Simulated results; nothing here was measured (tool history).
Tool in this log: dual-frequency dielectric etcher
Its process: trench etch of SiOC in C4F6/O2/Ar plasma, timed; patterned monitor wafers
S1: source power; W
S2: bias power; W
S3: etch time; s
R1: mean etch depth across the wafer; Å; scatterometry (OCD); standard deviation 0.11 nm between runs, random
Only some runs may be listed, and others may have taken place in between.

run  hour   S1   S2    S3      R1
  1     0  370  256  20.5  447.23
  2   5.7  370  256  20.5  446.98
  3  13.4  370  282  20.5  458.66
  4  17.8  350  272  20.5   448.1
  5  21.9  330  259  20.5  434.77
  6  26.1  310  248  20.5  420.69
  7  31.3  300  240  20.5  416.94
  8  32.4  290  231  20.5  404.72
  9  40.1  280  226  20.5  399.83
 10  42.6  270  222  20.5  395.93

The next listed run, before its measurement:
 11  43.7  260  218  20.5   ?

R1: 388.77 Å

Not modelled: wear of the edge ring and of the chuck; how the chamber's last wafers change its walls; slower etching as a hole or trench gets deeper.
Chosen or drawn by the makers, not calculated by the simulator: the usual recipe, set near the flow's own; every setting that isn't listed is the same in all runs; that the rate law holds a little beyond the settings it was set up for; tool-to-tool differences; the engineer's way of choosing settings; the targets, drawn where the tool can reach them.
